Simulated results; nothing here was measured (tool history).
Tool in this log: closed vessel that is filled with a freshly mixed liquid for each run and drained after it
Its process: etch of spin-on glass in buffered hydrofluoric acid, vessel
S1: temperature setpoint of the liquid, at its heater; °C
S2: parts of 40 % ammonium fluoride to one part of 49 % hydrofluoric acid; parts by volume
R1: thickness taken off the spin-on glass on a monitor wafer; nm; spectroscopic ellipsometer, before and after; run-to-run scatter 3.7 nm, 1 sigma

{"run": 1, "hour": 0.0, "S1": 24, "S2": 9.5, "time in the liquid (s)": 100, "R1": 448.93}
{"run": 2, "hour": 8.5, "S1": 24.5, "S2": 9.5, "time in the liquid (s)": 100, "R1": 458.71}
{"run": 3, "hour": 17.4, "S1": 24.5, "S2": 6.5, "time in the liquid (s)": 100, "R1": 662.13}
{"run": 4, "hour": 26.4, "S1": 24, "S2": 6.5, "time in the liquid (s)": 100, "R1": 650.64}
{"run": 5, "hour": 30.4, "S1": 26.5, "S2": 6.5, "time in the liquid (s)": 100, "R1": 746.53}
{"run": 6, "hour": 39.4, "S1": 26.5, "S2": 8.5, "time in the liquid (s)": 100, "R1": 566.54}
{"run": 7, "hour": 42.9, "S1": 26, "S2": 8.5, "time in the liquid (s)": 100, "R1": 556.96}

Run 8, settings as shown, results not yet in. Your forecast:
{"run": 8, "hour": 47.1, "S1": 25, "S2": 8.5, "time in the liquid (s)": 100, "R1": "?"}

{"run 8": {"R1": 524.26}}
